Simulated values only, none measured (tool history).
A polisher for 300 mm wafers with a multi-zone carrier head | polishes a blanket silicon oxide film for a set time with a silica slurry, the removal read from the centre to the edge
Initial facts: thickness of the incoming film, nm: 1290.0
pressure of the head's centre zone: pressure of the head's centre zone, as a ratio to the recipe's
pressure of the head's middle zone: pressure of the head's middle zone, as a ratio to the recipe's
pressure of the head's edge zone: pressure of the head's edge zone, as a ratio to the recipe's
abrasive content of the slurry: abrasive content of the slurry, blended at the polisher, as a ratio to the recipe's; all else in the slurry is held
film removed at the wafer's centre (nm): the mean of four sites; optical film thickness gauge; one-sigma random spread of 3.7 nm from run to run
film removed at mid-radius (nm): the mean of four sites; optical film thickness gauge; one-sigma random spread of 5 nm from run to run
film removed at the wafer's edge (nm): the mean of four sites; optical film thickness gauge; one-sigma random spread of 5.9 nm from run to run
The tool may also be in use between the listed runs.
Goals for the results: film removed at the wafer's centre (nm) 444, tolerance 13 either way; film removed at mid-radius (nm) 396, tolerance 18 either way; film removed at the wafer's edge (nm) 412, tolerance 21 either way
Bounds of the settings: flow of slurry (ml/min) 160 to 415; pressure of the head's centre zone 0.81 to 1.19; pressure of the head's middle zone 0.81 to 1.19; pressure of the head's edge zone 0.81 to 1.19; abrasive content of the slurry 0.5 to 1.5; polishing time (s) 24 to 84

| run | hour | flow of slurry (ml/min) | pressure of the head's centre zone | pressure of the head's middle zone | pressure of the head's edge zone | abrasive content of the slurry | polishing time (s) | film removed at the wafer's centre (nm) | film removed at mid-radius (nm) | film removed at the wafer's edge (nm) |
|---|---|---|---|---|---|---|---|---|---|---|
| 1 | 0 | 265 | 1 | 1 | 1 | 1 | 54 | 318.95 | 301.14 | 312.96 |
| 2 | 4.8 | 265 | 1.01 | 1.01 | 1.01 | 1.05 | 54 | 324.4 | 307.72 | 318.61 |
| 3 | 7.2 | 270 | 1.02 | 1.02 | 1.02 | 1.1 | 54 | 332.74 | 314.73 | 323.73 |
| 4 | 10.2 | 270 | 1.02 | 1.02 | 1.02 | 1.1 | 41 | 254.75 | 239.52 | 250.7 |
| 5 | 18.5 | 270 | 1.02 | 1.02 | 1.02 | 0.9 | 41 | 235.33 | 223.89 | 229.24 |
| 6 | 20.8 | 270 | 1.03 | 1.03 | 1.03 | 0.95 | 43 | 257.25 | 238.33 | 242.78 |
| 7 | 25.3 | 270 | 1.04 | 1.03 | 1.03 | 1 | 45 | 274.28 | 260.84 | 257.57 |
| 8 | 31.7 | 270 | 1.05 | 1.02 | 1.03 | 1.05 | 46 | 288.35 | 259.32 | 274.91 |
| 9 | 33.2 | 270 | 1.06 | 1.03 | 1.04 | 1.1 | 47 | 307.95 | 271.82 | 290.11 |
| 10 | 40.4 | 270 | 1.07 | 1.05 | 1.05 | 1.15 | 48 | 318.43 | 293.55 | 289.25 |
| 11 | 48.7 | 295 | 1.04 | 0.95 | 1.1 | 1.4 | 61 | 420.36 | 371.37 | 410.36 |
| 12 | 54.1 | 295 | 1.04 | 0.96 | 1.1 | 1.4 | 61 | 415.19 | 374.36 | 424.46 |
| 13 | 56.9 | 295 | 1.05 | 0.97 | 1.09 | 1.4 | 61 | 429.19 | 373.73 | 405.86 |

Of the 5 settings listed for the next run, only one would bring every result within its allowed miss of target. Which one?
| A | 59.7 | 290 | 0.98 | 0.96 | 1.14 | 1.4 | 63 | ? | ? | ? |
| B | 59.7 | 290 | 1.03 | 1.03 | 1.07 | 1.4 | 62 | ? | ? | ? |
| C | 59.7 | 250 | 1.06 | 0.94 | 1.15 | 1.45 | 61 | ? | ? | ? |
| D | 59.7 | 315 | 1.06 | 1.01 | 1.05 | 1.3 | 64 | ? | ? | ? |
| E | 59.7 | 160 | 1.07 | 0.81 | 0.98 | 1.5 | 69 | ? | ? | ? |

| move | film removed at the wafer's centre (nm) | film removed at mid-radius (nm) | film removed at the wafer's edge (nm) |
|---|---|---|---|
| A | 409.88 | 379.27 | 430.45 |
| B | 424.33 | 396.01 | 412.44 |
| C | 427.56 | 359.61 | 418.64 |
| D | 443.42 | 395.12 | 414.72 |
| E | 464.61 | 344.79 | 432.49 |
A: brings the last run's worst result on target, with another outside its allowed miss
B: brings the last run's worst result on target, with another outside its allowed miss
C: the biggest miss grows against the last run
D: in spec on every target
E: the biggest miss grows against the last run
So the answer is move D, the one that meets all the targets.
